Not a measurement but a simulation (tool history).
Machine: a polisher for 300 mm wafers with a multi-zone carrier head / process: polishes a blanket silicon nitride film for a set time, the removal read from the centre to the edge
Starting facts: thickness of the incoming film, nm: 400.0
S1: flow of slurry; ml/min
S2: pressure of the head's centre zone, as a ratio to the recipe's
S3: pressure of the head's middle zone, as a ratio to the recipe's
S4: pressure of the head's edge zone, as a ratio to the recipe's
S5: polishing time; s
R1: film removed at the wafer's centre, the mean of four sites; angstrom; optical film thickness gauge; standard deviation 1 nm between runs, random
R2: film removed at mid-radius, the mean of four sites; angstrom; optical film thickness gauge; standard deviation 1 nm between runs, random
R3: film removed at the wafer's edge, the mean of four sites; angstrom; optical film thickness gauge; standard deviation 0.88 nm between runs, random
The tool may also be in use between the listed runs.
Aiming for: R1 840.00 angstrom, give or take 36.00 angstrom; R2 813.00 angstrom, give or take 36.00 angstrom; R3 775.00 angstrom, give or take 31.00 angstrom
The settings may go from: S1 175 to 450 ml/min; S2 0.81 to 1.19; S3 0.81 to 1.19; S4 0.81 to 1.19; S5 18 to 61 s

{"run": 1, "hour": 0.0, "S1": 290, "S2": 1.0, "S3": 1.0, "S4": 1.0, "S5": 39, "R1": 571.26, "R2": 685.8, "R3": 672.41}
{"run": 2, "hour": 3.8, "S1": 295, "S2": 1.03, "S3": 1.0, "S4": 0.99, "S5": 40, "R1": 623.65, "R2": 725.25, "R3": 674.5}
{"run": 3, "hour": 7.7, "S1": 295, "S2": 1.03, "S3": 0.94, "S4": 0.99, "S5": 40, "R1": 623.16, "R2": 665.64, "R3": 704.96}
{"run": 4, "hour": 9.6, "S1": 300, "S2": 1.05, "S3": 0.95, "S4": 1.0, "S5": 41, "R1": 648.34, "R2": 701.68, "R3": 710.91}
{"run": 5, "hour": 15.5, "S1": 300, "S2": 0.98, "S3": 0.95, "S4": 1.0, "S5": 41, "R1": 607.58, "R2": 694.2, "R3": 689.3}
{"run": 6, "hour": 20.7, "S1": 240, "S2": 0.98, "S3": 0.95, "S4": 1.0, "S5": 41, "R1": 591.46, "R2": 686.51, "R3": 700.74}
{"run": 7, "hour": 26.6, "S1": 240, "S2": 0.98, "S3": 0.95, "S4": 1.0, "S5": 41, "R1": 589.86, "R2": 675.07, "R3": 694.54}
{"run": 8, "hour": 28.7, "S1": 245, "S2": 1.01, "S3": 0.95, "S4": 0.99, "S5": 42, "R1": 630.54, "R2": 709.23, "R3": 712.32}
{"run": 9, "hour": 29.8, "S1": 245, "S2": 1.03, "S3": 0.95, "S4": 0.98, "S5": 42, "R1": 637.38, "R2": 703.42, "R3": 703.11}
{"hour": 30.6, "done": "centre zone pressure recalibrated"}
{"run": 10, "hour": 30.6, "S1": 250, "S2": 1.05, "S3": 0.95, "S4": 0.98, "S5": 42, "R1": 718.31, "R2": 707.61, "R3": 709.12}
{"run": 11, "hour": 32.5, "S1": 255, "S2": 1.06, "S3": 0.96, "S4": 0.99, "S5": 42, "R1": 714.92, "R2": 713.21, "R3": 716.32}
{"run": 12, "hour": 40.7, "S1": 260, "S2": 1.07, "S3": 0.97, "S4": 1.0, "S5": 42, "R1": 746.49, "R2": 703.65, "R3": 722.76}
{"run": 13, "hour": 48.7, "S1": 270, "S2": 1.07, "S3": 0.98, "S4": 1.0, "S5": 42, "R1": 741.97, "R2": 730.56, "R3": 710.48}
{"run": 14, "hour": 55.6, "S1": 275, "S2": 1.07, "S3": 0.98, "S4": 1.01, "S5": 42, "R1": 741.13, "R2": 720.82, "R3": 729.47}
{"run": 15, "hour": 59.9, "S1": 280, "S2": 1.07, "S3": 0.99, "S4": 1.01, "S5": 42, "R1": 742.37, "R2": 734.78, "R3": 734.95}
{"run": 16, "hour": 68.7, "S1": 285, "S2": 1.07, "S3": 1.0, "S4": 1.01, "S5": 42, "R1": 743.65, "R2": 740.97, "R3": 719.26}
{"run": 17, "hour": 74.4, "S1": 290, "S2": 1.07, "S3": 1.01, "S4": 1.02, "S5": 42, "R1": 747.72, "R2": 747.41, "R3": 733.65}
{"run": 18, "hour": 81.5, "S1": 295, "S2": 1.07, "S3": 1.02, "S4": 1.02, "S5": 42, "R1": 741.46, "R2": 759.43, "R3": 734.43}

Which one of the following 5 next-run settings gets every result inside its allowed miss? There is exactly one.
{"run": "A", "hour": 88.6, "S1": 290, "S2": 1.13, "S3": 1.03, "S4": 1.02, "S5": 41, "R1": "?", "R2": "?", "R3": "?"}
{"run": "B", "hour": 88.6, "S1": 290, "S2": 1.06, "S3": 0.99, "S4": 1.06, "S5": 40, "R1": "?", "R2": "?", "R3": "?"}
{"run": "C", "hour": 88.6, "S1": 335, "S2": 0.91, "S3": 0.94, "S4": 1.15, "S5": 40, "R1": "?", "R2": "?", "R3": "?"}
{"run": "D", "hour": 88.6, "S1": 295, "S2": 1.11, "S3": 1.03, "S4": 0.98, "S5": 45, "R1": "?", "R2": "?", "R3": "?"}
{"run": "E", "hour": 88.6, "S1": 355, "S2": 1.07, "S3": 1.03, "S4": 1.06, "S5": 38, "R1": "?", "R2": "?", "R3": "?"}

move=A R1=772.51 R2=733.05 R3=705.02
move=B R1=706.47 R2=691.83 R3=701.18
move=C R1=615.43 R2=672.55 R3=739.03
move=D R1=834.49 R2=806.20 R3=760.27
move=E R1=692.73 R2=693.17 R3=675.91
A: nearer than the last run, and not there yet
B: moves away from the targets compared with the last run
C: moves away from the targets compared with the last run
D: all results land within tolerance of their targets
E: moves away from the targets compared with the last run
The right move is D.

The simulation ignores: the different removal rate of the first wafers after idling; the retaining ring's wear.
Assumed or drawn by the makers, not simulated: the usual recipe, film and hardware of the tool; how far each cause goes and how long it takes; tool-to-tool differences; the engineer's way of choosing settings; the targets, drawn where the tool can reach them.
